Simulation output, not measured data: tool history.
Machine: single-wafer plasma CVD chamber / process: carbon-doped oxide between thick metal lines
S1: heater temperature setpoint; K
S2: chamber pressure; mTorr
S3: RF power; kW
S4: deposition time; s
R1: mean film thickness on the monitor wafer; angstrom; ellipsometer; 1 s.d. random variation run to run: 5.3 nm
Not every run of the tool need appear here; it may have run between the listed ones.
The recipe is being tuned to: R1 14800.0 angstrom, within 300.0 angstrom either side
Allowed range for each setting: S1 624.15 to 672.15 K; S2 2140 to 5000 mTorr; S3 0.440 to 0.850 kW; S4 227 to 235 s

run    day      S1    S2     S3   S4       R1
  1  0.000  648.15  3570  0.645  227  12772.0
  2  0.162  648.15  2990  0.645  227  12532.0
  3  0.371  648.15  3090  0.665  227  12774.0
  4  0.592  648.15  3090  0.570  227  11334.0
  5  0.921  648.15  3230  0.595  227  11860.0
  6  1.246  648.15  3230  0.510  227  10575.0
  7  1.338  648.15  3360  0.545  228  11125.0
  8  1.396  648.15  3430  0.575  228  11575.0
  9  1.608  648.15  3470  0.600  228  12092.0
 10  1.958  648.15  3630  0.615  228  12336.0
 11  2.221  648.15  3720  0.635  228  12680.0

Below are 5 possible settings for the next run. Only one of them brings all results inside the allowed miss of their targets. Which is it?
  A  2.483  640.15  3620  0.515  227   ?
  B  2.483  645.15  3080  0.470  227   ?
  C  2.483  647.15  3260  0.575  227   ?
  D  2.483  653.15  3980  0.750  235   ?
  E  2.483  625.15  3480  0.455  227   ?

move       R1
   A  10913.0
   B   9804.3
   C  11555.0
   D  14659.0
   E  10043.0
A: moves away from the targets compared with the last run
B: moves away from the targets compared with the last run
C: moves away from the targets compared with the last run
D: all results land within tolerance of their targets
E: moves away from the targets compared with the last run
The right move is D.
